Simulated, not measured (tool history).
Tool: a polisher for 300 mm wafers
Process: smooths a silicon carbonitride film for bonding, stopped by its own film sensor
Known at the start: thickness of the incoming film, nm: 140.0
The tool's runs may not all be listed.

run	hour	flow of slurry (ml/min)	pressure of the wafer on the pad (kPa)	speed of the pad under the wafer (cm/s)	abrasive content of the slurry	target thickness at which the film sensor stops the polish (nm)	time until the film sensor stopped the polish (s)
1	0.0	150	12.4	108	1.0	99	162.12
2	7.8	150	13.1	108	1.0	99	154.57
3	8.5	150	13.8	108	1.0	99	148.34
4	13.2	150	14.5	108	1.0	99	141.40
5	17.8	150	15.2	108	1.0	99	134.23
6	26.2	150	13.1	108	1.0	99	152.37
7	27.9	150	13.8	108	1.0	99	148.36
8	35.2	150	14.5	108	1.0	99	142.74
9	38.5	150	15.2	108	1.0	99	135.96
10	45.6	150	15.2	108	1.0	99	135.39
11	46.1	150	15.9	108	1.0	99	128.79

Run 12 comes next. What will it give?
12	49.0	150	16.5	108	1.0	99	?

time until the film sensor stopped the polish (s): 122.05

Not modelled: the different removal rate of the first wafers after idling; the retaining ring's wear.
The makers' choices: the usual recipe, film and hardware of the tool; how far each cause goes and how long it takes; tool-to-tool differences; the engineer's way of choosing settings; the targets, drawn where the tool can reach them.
